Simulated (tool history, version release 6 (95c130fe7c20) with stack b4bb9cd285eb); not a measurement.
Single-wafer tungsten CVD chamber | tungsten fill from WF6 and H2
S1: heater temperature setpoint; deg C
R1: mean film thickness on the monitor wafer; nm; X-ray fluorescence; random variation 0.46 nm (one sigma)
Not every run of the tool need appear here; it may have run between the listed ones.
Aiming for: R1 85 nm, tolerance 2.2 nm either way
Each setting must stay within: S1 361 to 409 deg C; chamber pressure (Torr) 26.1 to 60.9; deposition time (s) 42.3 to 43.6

run 1 hour=0 | S1=385 chamber_pressure_(Torr)=43.5 deposition_time_(s)=42.3 | R1=107.97
run 2 hour=7.3 | S1=385 chamber_pressure_(Torr)=43.5 deposition_time_(s)=43.6 | R1=109.78
run 3 hour=13.1 | S1=383 chamber_pressure_(Torr)=43.4 deposition_time_(s)=43.6 | R1=107.25
run 4 hour=18.2 | S1=383 chamber_pressure_(Torr)=43.4 deposition_time_(s)=43.6 | R1=106.56
run 5 hour=23.1 | S1=381 chamber_pressure_(Torr)=43.3 deposition_time_(s)=43.6 | R1=103.1
run 6 hour=29.9 | S1=381 chamber_pressure_(Torr)=43.3 deposition_time_(s)=43.6 | R1=102.12
run 7 hour=35.4 | S1=380 chamber_pressure_(Torr)=43.2 deposition_time_(s)=43.6 | R1=100.22
run 8 hour=41.3 | S1=379 chamber_pressure_(Torr)=43.1 deposition_time_(s)=43.6 | R1=98.45
run 9 hour=48.2 | S1=378 chamber_pressure_(Torr)=43 deposition_time_(s)=43.6 | R1=97.113
run 10 hour=51.1 | S1=377 chamber_pressure_(Torr)=42.9 deposition_time_(s)=43.6 | R1=95.965
run 11 hour=59.8 | S1=376 chamber_pressure_(Torr)=42.8 deposition_time_(s)=43.6 | R1=91.829
run 12 hour=67 | S1=375 chamber_pressure_(Torr)=42.8 deposition_time_(s)=43.6 | R1=91.025
run 13 hour=68.9 | S1=373 chamber_pressure_(Torr)=42.7 deposition_time_(s)=43.6 | R1=87.308

Which of these 5 next moves meets every target?
run A hour=70.8 | S1=377 chamber_pressure_(Torr)=34.8 deposition_time_(s)=43.6 | R1=?
run B hour=70.8 | S1=374 chamber_pressure_(Torr)=43.3 deposition_time_(s)=43.6 | R1=?
run C hour=70.8 | S1=372 chamber_pressure_(Torr)=45.2 deposition_time_(s)=43.6 | R1=?
run D hour=70.8 | S1=372 chamber_pressure_(Torr)=46.1 deposition_time_(s)=43.6 | R1=?
run E hour=70.8 | S1=377 chamber_pressure_(Torr)=40.5 deposition_time_(s)=43.6 | R1=?

move=A R1=85.532
move=B R1=90.646
move=C R1=89.145
move=D R1=90.039
move=E R1=92.728
A: every result lands within tolerance
B: further off than the last run
C: further off than the last run
D: further off than the last run
E: further off than the last run
Move A is the one to make.

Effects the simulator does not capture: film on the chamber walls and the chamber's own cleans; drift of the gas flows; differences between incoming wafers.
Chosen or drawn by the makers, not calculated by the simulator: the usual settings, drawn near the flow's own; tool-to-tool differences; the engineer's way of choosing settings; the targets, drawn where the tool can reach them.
